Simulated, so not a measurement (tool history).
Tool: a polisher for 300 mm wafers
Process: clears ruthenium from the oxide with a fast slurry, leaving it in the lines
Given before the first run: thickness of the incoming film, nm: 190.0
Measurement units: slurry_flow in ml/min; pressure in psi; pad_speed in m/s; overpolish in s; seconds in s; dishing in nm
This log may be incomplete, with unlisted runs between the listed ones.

| run | hour | slurry_flow | pressure | pad_speed | slurry_solids | overpolish | seconds | dishing |
|---|---|---|---|---|---|---|---|---|
| 1 | 0.0 | 260 | 2.4 | 0.98 | 1.00 | 25 | 55.102 | 58.548 |
| 2 | 7.6 | 260 | 2.4 | 0.98 | 1.15 | 25 | 51.998 | 61.615 |
| 3 | 12.8 | 260 | 2.4 | 0.98 | 1.05 | 25 | 54.791 | 60.325 |
| 4 | 17.4 | 260 | 2.4 | 0.98 | 0.90 | 25 | 60.845 | 54.208 |
| 5 | 23.0 | 260 | 2.7 | 0.98 | 0.90 | 25 | 55.601 | 58.613 |
| 6 | 27.7 | 255 | 3.0 | 0.98 | 0.90 | 27 | 51.762 | 67.453 |
| 7 | 31.4 | 260 | 3.2 | 0.98 | 0.90 | 28 | 47.816 | 72.165 |
| 8 | 34.1 | 260 | 3.3 | 0.98 | 0.90 | 29 | 46.676 | 76.617 |
| 9 | 39.6 | 265 | 3.4 | 0.98 | 0.90 | 30 | 45.567 | 80.286 |

Predict the results of run 10:
| 10 | 43.0 | 265 | 3.5 | 0.98 | 0.90 | 31 | ? | ? |

{"run 10": {"seconds": 45.222, "dishing": 84.277}}

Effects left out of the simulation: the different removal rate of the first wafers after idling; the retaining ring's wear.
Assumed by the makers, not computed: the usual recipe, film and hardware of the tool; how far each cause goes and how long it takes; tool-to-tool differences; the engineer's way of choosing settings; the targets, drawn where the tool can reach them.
